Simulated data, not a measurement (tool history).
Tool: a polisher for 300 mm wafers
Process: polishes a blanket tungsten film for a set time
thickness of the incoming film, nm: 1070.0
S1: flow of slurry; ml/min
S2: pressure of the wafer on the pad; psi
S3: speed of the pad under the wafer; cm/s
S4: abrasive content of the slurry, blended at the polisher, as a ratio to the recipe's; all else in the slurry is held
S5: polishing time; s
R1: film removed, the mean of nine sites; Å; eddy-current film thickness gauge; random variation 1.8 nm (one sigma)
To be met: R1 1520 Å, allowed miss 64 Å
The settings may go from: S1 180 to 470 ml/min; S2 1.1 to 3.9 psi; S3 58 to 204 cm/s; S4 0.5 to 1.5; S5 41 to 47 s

Run 1, hour 0: S1 300 ml/min, S2 2.5 psi, S3 130 cm/s, S4 1, S5 47 s. Result: R1 2336.1 Å.
Run 2, hour 2.2: S1 300 ml/min, S2 2.1 psi, S3 128 cm/s, S4 1, S5 47 s. Result: R1 1946 Å.
Run 3, hour 9.2: S1 245 ml/min, S2 2.1 psi, S3 128 cm/s, S4 1, S5 47 s. Result: R1 1967.3 Å.
Run 4, hour 17: S1 245 ml/min, S2 2.1 psi, S3 128 cm/s, S4 1, S5 41 s. Result: R1 1657.6 Å.
Run 5, hour 25.1: S1 245 ml/min, S2 2.7 psi, S3 128 cm/s, S4 1, S5 41 s. Result: R1 2066.7 Å.
Run 6, hour 26.6: S1 245 ml/min, S2 3.1 psi, S3 128 cm/s, S4 1, S5 41 s. Result: R1 2326.4 Å.
Run 7, hour 34.6: S1 245 ml/min, S2 2.4 psi, S3 122 cm/s, S4 1, S5 41 s. Result: R1 1811 Å.
Run 8, hour 40.3: S1 245 ml/min, S2 1.8 psi, S3 120 cm/s, S4 1, S5 41 s. Result: R1 1408.3 Å.

Which of these 5 next moves meets every target?
Run A, hour 46: S1 185 ml/min, S2 2 psi, S3 124 cm/s, S4 1, S5 46 s. Result: R1 ?.
Run B, hour 46: S1 205 ml/min, S2 2.2 psi, S3 114 cm/s, S4 0.9, S5 44 s. Result: R1 ?.
Run C, hour 46: S1 345 ml/min, S2 1.4 psi, S3 148 cm/s, S4 0.95, S5 45 s. Result: R1 ?.
Run D, hour 46: S1 225 ml/min, S2 2.3 psi, S3 104 cm/s, S4 1, S5 46 s. Result: R1 ?.
Run E, hour 46: S1 220 ml/min, S2 2 psi, S3 118 cm/s, S4 1, S5 45 s. Result: R1 ?.

move      R1
   A  1703.9
   B  1654.2
   C  1542.1
   D  1734.8
   E  1651.5
A: takes the result that was furthest off past its target
B: takes the result that was furthest off past its target
C: meets every target
D: takes the result that was furthest off past its target
E: takes the result that was furthest off past its target
Move C is the one to make.
